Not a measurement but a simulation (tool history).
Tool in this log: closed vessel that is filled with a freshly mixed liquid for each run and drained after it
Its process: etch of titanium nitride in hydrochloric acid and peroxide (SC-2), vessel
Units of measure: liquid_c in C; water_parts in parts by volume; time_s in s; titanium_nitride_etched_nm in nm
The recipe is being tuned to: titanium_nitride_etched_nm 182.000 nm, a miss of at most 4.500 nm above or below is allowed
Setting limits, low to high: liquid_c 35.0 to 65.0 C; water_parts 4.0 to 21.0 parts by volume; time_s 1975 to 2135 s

{"run": 1, "hour": 0.0, "liquid_c": 49.0, "water_parts": 11.5, "time_s": 1975, "titanium_nitride_etched_nm": 37.973}
{"run": 2, "hour": 3.8, "liquid_c": 49.0, "water_parts": 8.0, "time_s": 1975, "titanium_nitride_etched_nm": 51.466}
{"run": 3, "hour": 7.0, "liquid_c": 51.0, "water_parts": 7.5, "time_s": 1975, "titanium_nitride_etched_nm": 62.059}
{"run": 4, "hour": 12.1, "liquid_c": 51.0, "water_parts": 9.0, "time_s": 1975, "titanium_nitride_etched_nm": 52.898}
{"run": 5, "hour": 20.9, "liquid_c": 51.0, "water_parts": 9.0, "time_s": 2135, "titanium_nitride_etched_nm": 58.516}
{"run": 6, "hour": 29.1, "liquid_c": 51.0, "water_parts": 11.5, "time_s": 2135, "titanium_nitride_etched_nm": 47.148}
{"run": 7, "hour": 37.1, "liquid_c": 52.5, "water_parts": 11.0, "time_s": 2135, "titanium_nitride_etched_nm": 54.129}
{"hour": 39.6, "done": "new drum of peroxide connected"}
{"run": 8, "hour": 39.6, "liquid_c": 54.0, "water_parts": 10.5, "time_s": 2135, "titanium_nitride_etched_nm": 65.788}
{"run": 9, "hour": 45.9, "liquid_c": 55.5, "water_parts": 10.5, "time_s": 2135, "titanium_nitride_etched_nm": 72.88}
{"run": 10, "hour": 52.8, "liquid_c": 56.5, "water_parts": 10.0, "time_s": 2135, "titanium_nitride_etched_nm": 80.462}
{"run": 11, "hour": 55.1, "liquid_c": 57.5, "water_parts": 9.5, "time_s": 2135, "titanium_nitride_etched_nm": 89.723}
{"run": 12, "hour": 63.1, "liquid_c": 58.5, "water_parts": 9.5, "time_s": 2135, "titanium_nitride_etched_nm": 95.14}
{"run": 13, "hour": 69.4, "liquid_c": 65.0, "water_parts": 6.0, "time_s": 2135, "titanium_nitride_etched_nm": 204.12}
{"run": 14, "hour": 73.5, "liquid_c": 64.0, "water_parts": 6.0, "time_s": 2135, "titanium_nitride_etched_nm": 193.12}
{"run": 15, "hour": 75.2, "liquid_c": 63.5, "water_parts": 6.0, "time_s": 2135, "titanium_nitride_etched_nm": 188.01}

Exercise: of the 4 proposed moves below, exactly one satisfies all targets within the stated allowed misses. Which move is it?
{"run": "A", "hour": 76.9, "liquid_c": 63.0, "water_parts": 5.0, "time_s": 2020, "titanium_nitride_etched_nm": "?"}
{"run": "B", "hour": 76.9, "liquid_c": 64.5, "water_parts": 6.0, "time_s": 2040, "titanium_nitride_etched_nm": "?"}
{"run": "C", "hour": 76.9, "liquid_c": 60.0, "water_parts": 4.5, "time_s": 2080, "titanium_nitride_etched_nm": "?"}
{"run": "D", "hour": 76.9, "liquid_c": 65.0, "water_parts": 6.0, "time_s": 2080, "titanium_nitride_etched_nm": "?"}

move=A titanium_nitride_etched_nm=196.880
move=B titanium_nitride_etched_nm=190.750
move=C titanium_nitride_etched_nm=181.170
move=D titanium_nitride_etched_nm=200.510
A: further off than the last run
B: further off than the last run
C: meets every target
D: further off than the last run
The move that meets every target is C.

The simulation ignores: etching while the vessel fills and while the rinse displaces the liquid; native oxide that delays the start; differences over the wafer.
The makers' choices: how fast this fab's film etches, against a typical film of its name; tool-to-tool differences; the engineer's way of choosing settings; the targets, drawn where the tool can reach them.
